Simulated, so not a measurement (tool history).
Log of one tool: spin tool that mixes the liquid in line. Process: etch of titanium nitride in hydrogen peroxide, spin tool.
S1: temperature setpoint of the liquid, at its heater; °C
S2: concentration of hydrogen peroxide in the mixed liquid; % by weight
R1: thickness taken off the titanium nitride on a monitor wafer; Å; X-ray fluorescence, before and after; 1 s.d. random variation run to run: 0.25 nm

Run 1, day 0: S1 52 °C, S2 24.5 % by weight, time under the liquid (s) 265. Result: R1 263.74 Å.
Run 2, day 0.038: S1 52 °C, S2 29.5 % by weight, time under the liquid (s) 265. Result: R1 278.28 Å.
Run 3, day 0.092: S1 52 °C, S2 29.5 % by weight, time under the liquid (s) 285. Result: R1 294.82 Å.
Run 4, day 0.408: S1 52 °C, S2 30 % by weight, time under the liquid (s) 285. Result: R1 297.04 Å.
Run 5, day 0.596: S1 52 °C, S2 27.5 % by weight, time under the liquid (s) 285. Result: R1 290.21 Å.
Run 6, day 0.721: S1 52 °C, S2 30 % by weight, time under the liquid (s) 285. Result: R1 296.02 Å.
Run 7, day 0.775: S1 53 °C, S2 30 % by weight, time under the liquid (s) 285. Result: R1 316.09 Å.

Estimate the outcome of run 8 from the log above:
Run 8, day 0.883: S1 54 °C, S2 30 % by weight, time under the liquid (s) 285. Result: R1 ?.

{"run 8": {"R1": 339.99}}
